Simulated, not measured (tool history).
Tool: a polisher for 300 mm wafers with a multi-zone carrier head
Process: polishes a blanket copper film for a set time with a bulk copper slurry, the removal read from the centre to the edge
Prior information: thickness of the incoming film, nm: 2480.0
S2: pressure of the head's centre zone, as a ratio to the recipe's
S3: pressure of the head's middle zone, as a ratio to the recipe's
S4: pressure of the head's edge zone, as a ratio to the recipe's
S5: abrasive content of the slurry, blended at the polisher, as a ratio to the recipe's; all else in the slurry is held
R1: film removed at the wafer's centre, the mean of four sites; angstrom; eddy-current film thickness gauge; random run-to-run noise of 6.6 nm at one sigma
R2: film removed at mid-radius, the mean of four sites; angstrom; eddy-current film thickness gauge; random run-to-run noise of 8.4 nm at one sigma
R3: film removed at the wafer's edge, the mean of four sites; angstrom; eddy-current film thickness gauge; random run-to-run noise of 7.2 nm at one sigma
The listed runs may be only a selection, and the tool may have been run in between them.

{"run": 1, "day": 0.0, "flow of slurry (ml/min)": 195, "S2": 1.0, "S3": 1.0, "S4": 1.0, "S5": 1.0, "polishing time (s)": 60, "R1": 4792.3, "R2": 4815.4, "R3": 4950.8}
{"run": 2, "day": 0.208, "flow of slurry (ml/min)": 195, "S2": 1.0, "S3": 1.0, "S4": 1.0, "S5": 1.2, "polishing time (s)": 60, "R1": 5009.6, "R2": 4868.7, "R3": 5087.5}
{"run": 3, "day": 0.25, "flow of slurry (ml/min)": 195, "S2": 1.0, "S3": 1.0, "S4": 1.08, "S5": 1.2, "polishing time (s)": 60, "R1": 4859.3, "R2": 5015.1, "R3": 5224.6}
{"run": 4, "day": 0.483, "flow of slurry (ml/min)": 200, "S2": 1.01, "S3": 0.99, "S4": 1.1, "S5": 1.25, "polishing time (s)": 61, "R1": 5092.1, "R2": 5049.8, "R3": 5277.0}
{"run": 5, "day": 0.721, "flow of slurry (ml/min)": 240, "S2": 1.01, "S3": 0.99, "S4": 1.1, "S5": 1.25, "polishing time (s)": 61, "R1": 5216.9, "R2": 5119.3, "R3": 5431.2}
{"run": 6, "day": 1.054, "flow of slurry (ml/min)": 240, "S2": 1.01, "S3": 0.99, "S4": 1.1, "S5": 1.15, "polishing time (s)": 61, "R1": 5209.6, "R2": 5068.9, "R3": 5354.5}

The next listed run, before its measurement:
{"run": 7, "day": 1.246, "flow of slurry (ml/min)": 240, "S2": 1.0, "S3": 0.98, "S4": 1.11, "S5": 1.2, "polishing time (s)": 63, "R1": "?", "R2": "?", "R3": "?"}

Run 7 yielded R1 5207.8 angstrom, R2 5271.7 angstrom, R3 5506.5 angstrom.

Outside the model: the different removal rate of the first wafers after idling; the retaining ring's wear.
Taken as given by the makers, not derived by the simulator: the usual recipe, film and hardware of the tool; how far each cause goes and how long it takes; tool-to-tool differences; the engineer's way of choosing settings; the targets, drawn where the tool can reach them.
